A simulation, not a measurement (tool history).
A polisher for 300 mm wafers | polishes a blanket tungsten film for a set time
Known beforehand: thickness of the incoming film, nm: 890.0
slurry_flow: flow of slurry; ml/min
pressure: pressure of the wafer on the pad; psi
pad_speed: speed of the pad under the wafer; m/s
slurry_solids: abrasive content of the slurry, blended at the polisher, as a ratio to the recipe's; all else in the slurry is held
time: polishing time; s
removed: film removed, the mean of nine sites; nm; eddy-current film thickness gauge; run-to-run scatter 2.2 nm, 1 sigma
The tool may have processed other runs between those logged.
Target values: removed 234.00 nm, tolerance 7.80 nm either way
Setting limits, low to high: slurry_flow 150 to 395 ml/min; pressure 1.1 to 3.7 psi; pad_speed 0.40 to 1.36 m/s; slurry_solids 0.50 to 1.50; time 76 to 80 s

run 1 day=0.000 | slurry_flow=250 pressure=2.4 pad_speed=0.88 slurry_solids=1.00 time=76 | removed=177.25
run 2 day=0.346 | slurry_flow=250 pressure=2.5 pad_speed=0.88 slurry_solids=1.00 time=76 | removed=181.88
run 3 day=0.696 | slurry_flow=250 pressure=2.6 pad_speed=0.88 slurry_solids=1.00 time=76 | removed=190.71
run 4 day=0.829 | slurry_flow=250 pressure=2.6 pad_speed=0.88 slurry_solids=1.00 time=76 | removed=191.90
run 5 day=0.996 | slurry_flow=200 pressure=2.6 pad_speed=0.88 slurry_solids=1.00 time=76 | removed=185.71
run 6 day=1.271 | slurry_flow=170 pressure=2.6 pad_speed=0.88 slurry_solids=1.00 time=76 | removed=180.08
run 7 day=1.571 | slurry_flow=180 pressure=2.7 pad_speed=0.88 slurry_solids=1.00 time=76 | removed=189.06
run 8 day=1.812 | slurry_flow=190 pressure=2.8 pad_speed=0.88 slurry_solids=1.00 time=76 | removed=203.15
run 9 day=1.892 | slurry_flow=260 pressure=3.0 pad_speed=0.88 slurry_solids=1.00 time=76 | removed=221.95

Exercise: of the 4 proposed moves below, exactly one satisfies all targets within the stated allowed misses. Which move is it?
run A day=1.971 | slurry_flow=340 pressure=2.9 pad_speed=0.92 slurry_solids=0.70 time=79 | removed=?
run B day=1.971 | slurry_flow=230 pressure=3.2 pad_speed=0.66 slurry_solids=0.90 time=78 | removed=?
run C day=1.971 | slurry_flow=230 pressure=3.7 pad_speed=0.66 slurry_solids=1.05 time=79 | removed=?
run D day=1.971 | slurry_flow=275 pressure=2.7 pad_speed=0.84 slurry_solids=1.10 time=78 | removed=?

move=A removed=214.62
move=B removed=190.75
move=C removed=232.36
move=D removed=205.79
A: moves away from the targets compared with the last run
B: moves away from the targets compared with the last run
C: hits every target within its allowed miss
D: moves away from the targets compared with the last run
Move C is the one to make.
